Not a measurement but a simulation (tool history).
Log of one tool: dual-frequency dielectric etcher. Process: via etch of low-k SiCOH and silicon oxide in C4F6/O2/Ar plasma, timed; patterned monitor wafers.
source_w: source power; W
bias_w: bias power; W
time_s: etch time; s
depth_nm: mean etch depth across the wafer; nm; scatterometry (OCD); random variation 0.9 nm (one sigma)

run,day,source_w,bias_w,time_s,depth_nm
1,0.000,260,220,74.5,195.77
2,0.333,260,241,74.5,205.21
3,0.571,250,239,74.5,200.89
4,0.862,240,237,74.5,198.73
5,1.133,240,237,74.5,198.87
6,1.296,280,237,74.5,207.05
7,1.396,270,233,74.5,203.03
8,1.583,260,229,74.5,201.03
9,1.862,250,226,74.5,196.62
10,2.171,240,224,74.5,196.46
11,2.375,190,180,74.5,170.26
12,2.696,190,181,74.5,169.33
13,2.804,190,182,74.5,170.09
14,3.088,190,183,74.5,171.16
15,3.321,190,184,74.5,169.86
16,3.575,190,185,74.5,171.95
17,3.671,190,186,74.5,171.90

Run 18 comes next. What will it give?
18,3.762,190,187,74.5,?

depth_nm: 172.54 nm
